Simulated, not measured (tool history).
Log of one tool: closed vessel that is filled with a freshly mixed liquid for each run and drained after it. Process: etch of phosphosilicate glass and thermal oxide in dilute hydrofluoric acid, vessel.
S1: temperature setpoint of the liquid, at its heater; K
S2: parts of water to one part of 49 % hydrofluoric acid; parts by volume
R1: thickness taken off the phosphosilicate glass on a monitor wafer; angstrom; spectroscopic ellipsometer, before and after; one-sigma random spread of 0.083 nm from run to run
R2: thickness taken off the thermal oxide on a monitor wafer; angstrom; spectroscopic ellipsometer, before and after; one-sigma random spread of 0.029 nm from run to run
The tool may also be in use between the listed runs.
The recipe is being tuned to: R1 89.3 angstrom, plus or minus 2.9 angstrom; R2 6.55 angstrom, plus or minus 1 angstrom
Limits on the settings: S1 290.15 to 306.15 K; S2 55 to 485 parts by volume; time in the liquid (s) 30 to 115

{"run": 1, "hour": 0.0, "S1": 298.15, "S2": 270, "time in the liquid (s)": 60, "R1": 119.57, "R2": 8.9585}
{"run": 2, "hour": 4.7, "S1": 301.65, "S2": 270, "time in the liquid (s)": 60, "R1": 133.47, "R2": 9.833}
{"run": 3, "hour": 10.0, "S1": 298.65, "S2": 270, "time in the liquid (s)": 60, "R1": 121.16, "R2": 9.0802}
{"run": 4, "hour": 10.9, "S1": 297.65, "S2": 275, "time in the liquid (s)": 60, "R1": 116.42, "R2": 8.4667}
{"run": 5, "hour": 15.6, "S1": 297.65, "S2": 235, "time in the liquid (s)": 60, "R1": 138.84, "R2": 10.665}
{"run": 6, "hour": 17.0, "S1": 295.65, "S2": 235, "time in the liquid (s)": 60, "R1": 132.25, "R2": 9.4085}
{"run": 7, "hour": 25.0, "S1": 295.15, "S2": 245, "time in the liquid (s)": 60, "R1": 120.76, "R2": 8.7751}
{"run": 8, "hour": 31.9, "S1": 294.65, "S2": 250, "time in the liquid (s)": 60, "R1": 115.16, "R2": 8.5497}
{"run": 9, "hour": 38.2, "S1": 294.15, "S2": 255, "time in the liquid (s)": 60, "R1": 110.79, "R2": 8.2551}
{"run": 10, "hour": 42.7, "S1": 293.65, "S2": 260, "time in the liquid (s)": 60, "R1": 106.83, "R2": 7.769}
{"run": 11, "hour": 48.1, "S1": 293.15, "S2": 265, "time in the liquid (s)": 60, "R1": 102.31, "R2": 7.6911}
{"run": 12, "hour": 50.6, "S1": 292.65, "S2": 265, "time in the liquid (s)": 60, "R1": 100.72, "R2": 6.9971}
{"run": 13, "hour": 57.8, "S1": 292.65, "S2": 270, "time in the liquid (s)": 60, "R1": 99.322, "R2": 7.1698}
{"run": 14, "hour": 61.4, "S1": 292.15, "S2": 270, "time in the liquid (s)": 60, "R1": 96.58, "R2": 6.7338}
{"run": 15, "hour": 69.5, "S1": 291.65, "S2": 275, "time in the liquid (s)": 60, "R1": 91.429, "R2": 7.0514}

Which single option among these 5 for the next run brings every result within its allowed miss of target? Just one does.
{"run": "A", "hour": 77.6, "S1": 293.65, "S2": 280, "time in the liquid (s)": 60, "R1": "?", "R2": "?"}
{"run": "B", "hour": 77.6, "S1": 291.15, "S2": 280, "time in the liquid (s)": 65, "R1": "?", "R2": "?"}
{"run": "C", "hour": 77.6, "S1": 291.15, "S2": 240, "time in the liquid (s)": 50, "R1": "?", "R2": "?"}
{"run": "D", "hour": 77.6, "S1": 293.15, "S2": 310, "time in the liquid (s)": 70, "R1": "?", "R2": "?"}
{"run": "E", "hour": 77.6, "S1": 293.65, "S2": 340, "time in the liquid (s)": 75, "R1": "?", "R2": "?"}

move=A R1=97.587 R2=6.7615
move=B R1=96.321 R2=6.6738
move=C R1=89.553 R2=6.2049
move=D R1=98.28 R2=6.8095
move=E R1=95.203 R2=6.5964
A: misses by more than the last run did
B: misses by more than the last run did
C: meets every target
D: misses by more than the last run did
E: misses by more than the last run did
Move C is the one to make.
